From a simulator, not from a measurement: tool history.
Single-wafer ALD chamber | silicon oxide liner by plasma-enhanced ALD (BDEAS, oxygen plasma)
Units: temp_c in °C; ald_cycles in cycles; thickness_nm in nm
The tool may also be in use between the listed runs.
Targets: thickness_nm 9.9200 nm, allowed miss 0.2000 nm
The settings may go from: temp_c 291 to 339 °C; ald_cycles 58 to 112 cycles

run  hour  temp_c  ald_cycles  thickness_nm
  1   0.0     315          85        7.9769
  2   1.2     315          75        7.0749
  3   7.3     315          80        7.5262
  4  10.7     314          88        8.3757
  5  15.6     314          80        7.6021
  6  17.9     310          86        8.1778
  7  19.0     309          91        8.6378
  8  23.5     309          95        9.0358
  9  28.9     309          98        9.2427
 10  34.6     309         100        9.5288
 11  37.8     309         101        9.5509
 12  46.1     308         102        9.6776

5 next moves are on the table. One of them brings every result within its allowed miss. Which?
  A  54.4     311         104             ?
  B  54.4     312         100             ?
  C  54.4     301          98             ?
  D  54.4     315         108             ?
  E  54.4     304         100             ?

move  thickness_nm
   A        9.8798
   B        9.4879
   C        9.4262
   D       10.2080
   E        9.5829
A: meets every target
B: further off than the last run
C: further off than the last run
D: takes the result that was furthest off past its target
E: further off than the last run
The right move is A.

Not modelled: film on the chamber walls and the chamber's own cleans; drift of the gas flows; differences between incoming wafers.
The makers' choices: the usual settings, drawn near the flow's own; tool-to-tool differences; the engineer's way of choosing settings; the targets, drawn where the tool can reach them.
